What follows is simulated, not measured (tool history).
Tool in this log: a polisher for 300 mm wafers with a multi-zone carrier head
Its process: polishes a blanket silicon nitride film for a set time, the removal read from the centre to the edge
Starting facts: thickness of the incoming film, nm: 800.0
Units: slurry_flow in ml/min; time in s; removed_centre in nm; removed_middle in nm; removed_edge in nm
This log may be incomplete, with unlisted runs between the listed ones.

run	hour	slurry_flow	centre_zone	middle_zone	edge_zone	time	removed_centre	removed_middle	removed_edge
1	0.0	310	1.00	1.00	1.00	49	102.120	106.16	99.375
2	8.9	310	0.98	1.00	1.00	49	101.390	105.25	98.383
3	16.9	305	0.95	1.01	1.01	49	94.057	106.68	99.268
4	25.7	305	0.95	1.01	1.01	61	120.660	134.16	123.880
# hour 31.1: edge zone pressure recalibrated
5	31.1	305	0.95	1.01	1.07	61	122.560	130.51	136.580
6	37.1	305	0.95	1.01	1.15	61	119.270	131.63	138.350

For run 7, what comes out?
7	45.3	305	0.94	1.01	1.13	59	?	?	?

Run 7 yielded removed_centre 118.000 nm, removed_middle 127.87 nm, removed_edge 132.340 nm.

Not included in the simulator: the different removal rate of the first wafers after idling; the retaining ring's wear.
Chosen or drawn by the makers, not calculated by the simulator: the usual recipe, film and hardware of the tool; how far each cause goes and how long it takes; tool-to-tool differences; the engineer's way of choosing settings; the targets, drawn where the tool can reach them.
